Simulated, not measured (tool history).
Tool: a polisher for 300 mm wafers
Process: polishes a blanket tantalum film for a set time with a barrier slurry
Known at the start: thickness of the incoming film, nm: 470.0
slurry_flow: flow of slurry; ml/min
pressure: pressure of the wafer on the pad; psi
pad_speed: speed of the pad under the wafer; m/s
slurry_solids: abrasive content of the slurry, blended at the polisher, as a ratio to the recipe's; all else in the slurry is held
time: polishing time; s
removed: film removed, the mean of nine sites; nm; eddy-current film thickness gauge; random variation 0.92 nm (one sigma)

run	hour	slurry_flow	pressure	pad_speed	slurry_solids	time	removed
1	0	155	1.2	1.22	1	53	57.147
2	7.4	155	1.2	1.42	1	53	64.891
3	14.4	180	1.2	1.42	1	53	67.644
4	22.7	180	1.2	1.42	1	53	67.953
5	23.3	180	1.2	1.18	1	53	57.976
6	26.6	185	1.3	1.18	1	53	64.808
7	31.8	190	1.3	1.18	1	53	64.132
8	40.7	190	1.6	1.2	1	53	79.928

Forecast run 9:
9	44	195	1.6	1.2	1	53	?

{"run 9": {"removed": 79.208}}
